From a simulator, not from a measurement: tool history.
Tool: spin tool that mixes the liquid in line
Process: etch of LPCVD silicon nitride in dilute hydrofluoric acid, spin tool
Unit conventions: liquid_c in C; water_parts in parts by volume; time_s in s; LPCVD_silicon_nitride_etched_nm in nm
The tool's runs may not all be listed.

run,hour,liquid_c,water_parts,time_s,LPCVD_silicon_nitride_etched_nm
1,0,23,60,285,1.951
2,1.3,25,60,285,2.2549
3,5.3,25,45,285,2.8545
4,8.4,25,25,285,5.2666
5,12.3,23.5,25,285,4.7661
6,18.2,22.5,25,285,4.4072
7,26.6,21.5,25,285,4.1462
8,29.6,20.5,25,285,3.7208

Estimate the outcome of run 9 from the log above:
9,36.9,20,25,285,?

{"run 9": {"LPCVD_silicon_nitride_etched_nm": 3.6653}}

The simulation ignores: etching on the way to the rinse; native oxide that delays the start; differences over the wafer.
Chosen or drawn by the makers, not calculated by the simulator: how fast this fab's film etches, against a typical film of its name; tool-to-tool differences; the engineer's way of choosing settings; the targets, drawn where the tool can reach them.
